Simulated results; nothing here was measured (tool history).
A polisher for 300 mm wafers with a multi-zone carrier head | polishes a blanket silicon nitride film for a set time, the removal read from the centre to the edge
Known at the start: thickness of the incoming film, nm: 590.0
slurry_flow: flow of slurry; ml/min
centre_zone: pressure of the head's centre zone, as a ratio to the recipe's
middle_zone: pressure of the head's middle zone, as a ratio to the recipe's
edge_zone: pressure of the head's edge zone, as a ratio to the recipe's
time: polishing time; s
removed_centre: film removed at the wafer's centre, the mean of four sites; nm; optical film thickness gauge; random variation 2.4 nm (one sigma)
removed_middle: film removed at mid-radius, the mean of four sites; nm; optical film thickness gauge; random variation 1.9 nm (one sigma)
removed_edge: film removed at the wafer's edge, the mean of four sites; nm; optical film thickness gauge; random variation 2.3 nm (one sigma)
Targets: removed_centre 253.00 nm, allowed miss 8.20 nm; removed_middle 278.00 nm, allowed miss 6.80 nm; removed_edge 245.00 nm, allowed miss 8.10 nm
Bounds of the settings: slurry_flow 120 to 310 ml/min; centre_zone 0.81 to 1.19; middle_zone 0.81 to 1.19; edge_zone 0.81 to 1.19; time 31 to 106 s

Run 1, day 0.000: slurry_flow 200 ml/min, centre_zone 1.00, middle_zone 1.00, edge_zone 1.00, time 68 s. Result: removed_centre 207.97 nm, removed_middle 212.02 nm, removed_edge 208.52 nm.
Run 2, day 0.083: slurry_flow 200 ml/min, centre_zone 1.00, middle_zone 1.00, edge_zone 1.06, time 68 s. Result: removed_centre 207.85 nm, removed_middle 208.25 nm, removed_edge 218.82 nm.
Run 3, day 0.112: slurry_flow 215 ml/min, centre_zone 1.02, middle_zone 1.05, edge_zone 1.06, time 69 s. Result: removed_centre 216.04 nm, removed_middle 229.33 nm, removed_edge 223.25 nm.
Run 4, day 0.458: slurry_flow 230 ml/min, centre_zone 1.04, middle_zone 1.07, edge_zone 1.07, time 69 s. Result: removed_centre 225.13 nm, removed_middle 232.30 nm, removed_edge 223.88 nm.
At day 0.525: slurry nozzle cleaned.
Run 5, day 0.525: slurry_flow 240 ml/min, centre_zone 1.05, middle_zone 1.10, edge_zone 1.08, time 70 s. Result: removed_centre 244.46 nm, removed_middle 251.94 nm, removed_edge 237.15 nm.
Run 6, day 0.717: slurry_flow 240 ml/min, centre_zone 1.09, middle_zone 1.10, edge_zone 1.08, time 70 s. Result: removed_centre 252.26 nm, removed_middle 256.10 nm, removed_edge 237.98 nm.
Run 7, day 0.962: slurry_flow 245 ml/min, centre_zone 1.08, middle_zone 1.12, edge_zone 1.09, time 70 s. Result: removed_centre 251.70 nm, removed_middle 258.58 nm, removed_edge 236.85 nm.
Run 8, day 1.112: slurry_flow 275 ml/min, centre_zone 1.04, middle_zone 1.19, edge_zone 1.14, time 72 s. Result: removed_centre 252.29 nm, removed_middle 285.61 nm, removed_edge 255.49 nm.

Which of these 5 next moves meets every target?
Run A, day 1.262: slurry_flow 265 ml/min, centre_zone 0.97, middle_zone 1.18, edge_zone 1.10, time 71 s. Result: removed_centre ?, removed_middle ?, removed_edge ?.
Run B, day 1.262: slurry_flow 275 ml/min, centre_zone 0.98, middle_zone 1.17, edge_zone 1.19, time 75 s. Result: removed_centre ?, removed_middle ?, removed_edge ?.
Run C, day 1.262: slurry_flow 250 ml/min, centre_zone 1.00, middle_zone 1.13, edge_zone 1.19, time 77 s. Result: removed_centre ?, removed_middle ?, removed_edge ?.
Run D, day 1.262: slurry_flow 305 ml/min, centre_zone 0.97, middle_zone 1.16, edge_zone 1.04, time 77 s. Result: removed_centre ?, removed_middle ?, removed_edge ?.
Run E, day 1.262: slurry_flow 240 ml/min, centre_zone 1.04, middle_zone 1.16, edge_zone 1.06, time 73 s. Result: removed_centre ?, removed_middle ?, removed_edge ?.

move  removed_centre  removed_middle  removed_edge
   A          231.17          277.28        248.49
   B          247.71          291.76        274.14
   C          256.74          287.89        279.58
   D          254.39          300.30        264.77
   E          252.05          277.96        248.94
A: brings the result that was furthest off to its target, and leaves another outside
B: further off than the last run
C: further off than the last run
D: further off than the last run
E: meets every target
Answer: E
